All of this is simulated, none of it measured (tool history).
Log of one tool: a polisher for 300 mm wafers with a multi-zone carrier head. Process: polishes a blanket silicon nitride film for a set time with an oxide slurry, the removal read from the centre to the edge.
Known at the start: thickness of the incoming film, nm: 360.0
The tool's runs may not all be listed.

run,hour,flow of slurry (ml/min),pressure of the head's centre zone,pressure of the head's middle zone,pressure of the head's edge zone,abrasive content of the slurry,polishing time (s),film removed at the wafer's centre (nm),film removed at mid-radius (nm),film removed at the wafer's edge (nm)
1,0.0,205,1.00,1.00,1.00,1.00,60,55.706,51.873,52.367
2,8.7,170,1.00,1.00,1.00,1.00,60,54.558,50.496,50.018
3,11.9,170,1.00,1.00,1.00,1.00,68,61.280,58.440,58.355
4,13.4,170,1.00,1.00,1.00,0.85,68,57.023,53.026,53.565
5,18.9,140,1.00,1.00,1.00,0.85,68,55.692,51.831,50.555
6,21.2,170,0.98,1.04,1.02,0.85,68,56.024,55.428,53.360
7,26.8,195,0.96,1.06,1.05,0.85,68,56.306,57.359,54.479
8,33.1,215,0.93,1.07,1.08,0.90,68,57.424,59.677,57.638
9,35.0,225,0.90,1.09,1.10,0.95,68,56.201,63.873,60.255
10,41.2,235,0.89,1.10,1.12,0.95,68,56.321,63.579,61.459
11,42.2,245,0.88,1.11,1.13,0.95,68,56.777,65.197,61.461
12,44.4,250,0.87,1.11,1.14,1.00,68,56.700,67.559,64.262
13,51.2,255,0.87,1.11,1.15,1.00,68,57.300,65.977,63.546
14,58.3,255,0.86,1.12,1.16,1.00,68,56.850,67.788,64.387
# hour 65.1: centre zone pressure recalibrated
15,65.1,260,0.85,1.12,1.17,1.00,68,50.172,67.316,65.749
16,72.5,245,0.90,1.15,1.18,1.10,68,55.737,71.741,67.448

Run 17 comes next. What will it give?
17,76.3,250,0.90,1.15,1.18,1.10,68,?,?,?

Run 17 gave film removed at the wafer's centre (nm) 56.052, film removed at mid-radius (nm) 72.016, film removed at the wafer's edge (nm) 68.481.
